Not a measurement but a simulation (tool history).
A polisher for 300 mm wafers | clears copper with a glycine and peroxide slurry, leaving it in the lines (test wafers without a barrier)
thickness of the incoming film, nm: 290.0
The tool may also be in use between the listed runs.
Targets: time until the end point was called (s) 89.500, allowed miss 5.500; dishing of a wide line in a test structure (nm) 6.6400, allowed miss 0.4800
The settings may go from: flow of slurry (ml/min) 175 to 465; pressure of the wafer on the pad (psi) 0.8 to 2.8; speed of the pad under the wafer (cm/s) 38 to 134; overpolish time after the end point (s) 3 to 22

| run | hour | flow of slurry (ml/min) | pressure of the wafer on the pad (psi) | speed of the pad under the wafer (cm/s) | overpolish time after the end point (s) | time until the end point was called (s) | dishing of a wide line in a test structure (nm) |
|---|---|---|---|---|---|---|---|
| 1 | 0.0 | 295 | 1.8 | 86 | 11 | 83.964 | 24.3670 |
| 2 | 2.1 | 240 | 1.8 | 86 | 11 | 84.937 | 24.6830 |
| 3 | 3.8 | 240 | 1.8 | 100 | 11 | 74.349 | 26.3630 |
| 4 | 9.2 | 240 | 1.6 | 100 | 11 | 81.659 | 25.0670 |
| 5 | 11.7 | 285 | 1.6 | 100 | 11 | 81.813 | 24.8260 |
| 6 | 15.6 | 285 | 1.6 | 92 | 11 | 86.632 | 22.8500 |
| 7 | 16.5 | 315 | 1.5 | 94 | 10 | 88.695 | 20.7550 |
| 8 | 18.3 | 340 | 1.4 | 96 | 9 | 90.393 | 18.9020 |
| 9 | 19.6 | 360 | 1.3 | 96 | 8 | 93.137 | 15.8690 |
| 10 | 27.2 | 380 | 1.2 | 98 | 7 | 98.213 | 13.3320 |
| 11 | 35.6 | 465 | 0.8 | 122 | 3 | 107.730 | 5.3218 |
| 12 | 36.6 | 460 | 0.8 | 124 | 3 | 106.270 | 5.5233 |
| 13 | 37.5 | 460 | 0.8 | 124 | 3 | 108.100 | 5.6271 |
| 14 | 46.1 | 460 | 0.8 | 126 | 3 | 110.020 | 5.3400 |
| 15 | 47.3 | 460 | 1.3 | 132 | 3 | 72.333 | 8.0389 |

Which of these 4 next moves meets every target?
| A | 48.5 | 465 | 1.7 | 134 | 3 | ? | ? |
| B | 48.5 | 385 | 1.0 | 132 | 3 | ? | ? |
| C | 48.5 | 455 | 2.1 | 124 | 3 | ? | ? |
| D | 48.5 | 440 | 0.8 | 124 | 3 | ? | ? |

| move | time until the end point was called (s) | dishing of a wide line in a test structure (nm) |
|---|---|---|
| A | 58.826 | 9.5737 |
| B | 89.353 | 6.3562 |
| C | 52.865 | 10.6430 |
| D | 106.760 | 5.3394 |
A: further off than the last run
B: meets every target
C: further off than the last run
D: takes the result that was furthest off past its target
Answer: B

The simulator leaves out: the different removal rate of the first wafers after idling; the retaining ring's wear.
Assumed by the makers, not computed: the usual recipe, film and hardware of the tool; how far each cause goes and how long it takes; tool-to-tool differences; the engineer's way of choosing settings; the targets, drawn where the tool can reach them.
